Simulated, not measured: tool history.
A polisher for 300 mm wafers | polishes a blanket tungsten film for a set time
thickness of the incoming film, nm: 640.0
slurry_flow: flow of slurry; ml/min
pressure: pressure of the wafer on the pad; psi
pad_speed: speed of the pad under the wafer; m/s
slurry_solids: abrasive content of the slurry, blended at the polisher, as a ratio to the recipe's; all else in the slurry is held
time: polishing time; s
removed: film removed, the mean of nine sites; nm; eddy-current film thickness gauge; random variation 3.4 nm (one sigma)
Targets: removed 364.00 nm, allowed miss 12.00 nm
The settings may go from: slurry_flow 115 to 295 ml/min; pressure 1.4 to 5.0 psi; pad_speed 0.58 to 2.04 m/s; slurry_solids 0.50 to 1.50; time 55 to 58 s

run 1 hour=0.0 | slurry_flow=190 pressure=3.2 pad_speed=1.30 slurry_solids=1.00 time=55 | removed=236.69
run 2 hour=6.9 | slurry_flow=190 pressure=3.2 pad_speed=1.16 slurry_solids=1.00 time=55 | removed=213.72
run 3 hour=9.5 | slurry_flow=190 pressure=3.2 pad_speed=0.86 slurry_solids=1.00 time=55 | removed=164.06
run 4 hour=10.0 | slurry_flow=190 pressure=3.2 pad_speed=0.86 slurry_solids=1.00 time=55 | removed=163.87
run 5 hour=17.8 | slurry_flow=195 pressure=3.6 pad_speed=0.92 slurry_solids=1.00 time=55 | removed=198.19
run 6 hour=19.2 | slurry_flow=200 pressure=3.9 pad_speed=0.96 slurry_solids=1.00 time=55 | removed=219.13
run 7 hour=20.6 | slurry_flow=200 pressure=4.2 pad_speed=1.02 slurry_solids=1.00 time=55 | removed=248.34
run 8 hour=23.8 | slurry_flow=200 pressure=4.4 pad_speed=1.06 slurry_solids=1.00 time=55 | removed=273.41
run 9 hour=28.9 | slurry_flow=200 pressure=4.5 pad_speed=1.10 slurry_solids=1.00 time=55 | removed=288.94
run 10 hour=32.2 | slurry_flow=200 pressure=4.6 pad_speed=1.12 slurry_solids=1.00 time=55 | removed=296.44
run 11 hour=37.7 | slurry_flow=205 pressure=4.7 pad_speed=1.14 slurry_solids=1.00 time=55 | removed=304.16

Which of these 5 next moves meets every target?
run A hour=43.2 | slurry_flow=260 pressure=4.9 pad_speed=1.18 slurry_solids=1.15 time=56 | removed=?
run B hour=43.2 | slurry_flow=200 pressure=4.1 pad_speed=1.26 slurry_solids=0.85 time=56 | removed=?
run C hour=43.2 | slurry_flow=220 pressure=4.5 pad_speed=1.58 slurry_solids=0.90 time=56 | removed=?
run D hour=43.2 | slurry_flow=195 pressure=3.8 pad_speed=1.14 slurry_solids=0.85 time=55 | removed=?
run E hour=43.2 | slurry_flow=180 pressure=4.3 pad_speed=1.00 slurry_solids=0.90 time=55 | removed=?

move=A removed=372.86
move=B removed=288.93
move=C removed=400.80
move=D removed=240.45
move=E removed=244.61
A: meets every target
B: further off than the last run
C: takes the result that was furthest off past its target
D: further off than the last run
E: further off than the last run
The right move is A.
